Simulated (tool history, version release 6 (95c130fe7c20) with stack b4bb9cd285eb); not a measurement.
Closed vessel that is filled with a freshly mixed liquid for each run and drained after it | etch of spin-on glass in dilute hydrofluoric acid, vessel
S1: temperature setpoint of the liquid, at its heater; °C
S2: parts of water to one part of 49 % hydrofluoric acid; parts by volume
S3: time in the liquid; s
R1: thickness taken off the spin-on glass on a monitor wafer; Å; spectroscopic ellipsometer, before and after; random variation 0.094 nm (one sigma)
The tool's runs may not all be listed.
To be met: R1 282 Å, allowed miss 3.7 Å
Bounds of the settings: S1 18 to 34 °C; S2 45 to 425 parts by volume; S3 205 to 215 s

{"run": 1, "day": 0.0, "S1": 26, "S2": 235, "S3": 205, "R1": 351.14}
{"run": 2, "day": 0.342, "S1": 25, "S2": 235, "S3": 205, "R1": 339.06}
{"run": 3, "day": 0.583, "S1": 25, "S2": 150, "S3": 205, "R1": 582.41}
{"run": 4, "day": 0.733, "S1": 25, "S2": 150, "S3": 205, "R1": 583.46}
{"run": 5, "day": 0.867, "S1": 27, "S2": 150, "S3": 205, "R1": 627.38}
{"run": 6, "day": 1.154, "S1": 25.5, "S2": 160, "S3": 205, "R1": 552.59}
{"run": 7, "day": 1.296, "S1": 24.5, "S2": 170, "S3": 205, "R1": 494.93}
{"run": 8, "day": 1.5, "S1": 23.5, "S2": 175, "S3": 205, "R1": 459.43}
{"run": 9, "day": 1.558, "S1": 22.5, "S2": 180, "S3": 205, "R1": 427.34}
{"run": 10, "day": 1.692, "S1": 22, "S2": 185, "S3": 205, "R1": 405.09}
{"run": 11, "day": 1.962, "S1": 21.5, "S2": 190, "S3": 205, "R1": 385.57}
{"run": 12, "day": 2.029, "S1": 21, "S2": 195, "S3": 205, "R1": 367.61}
{"run": 13, "day": 2.296, "S1": 20.5, "S2": 200, "S3": 205, "R1": 347.89}

Which of these 4 next moves meets every target?
{"run": "A", "day": 2.562, "S1": 19, "S2": 235, "S3": 205, "R1": "?"}
{"run": "B", "day": 2.562, "S1": 19.5, "S2": 165, "S3": 215, "R1": "?"}
{"run": "C", "day": 2.562, "S1": 20.5, "S2": 245, "S3": 205, "R1": "?"}
{"run": "D", "day": 2.562, "S1": 18, "S2": 220, "S3": 205, "R1": "?"}

move=A R1=271.14
move=B R1=441.85
move=C R1=272.69
move=D R1=282.52
A: takes the result that was furthest off past its target
B: further off than the last run
C: takes the result that was furthest off past its target
D: meets every target
Answer: D
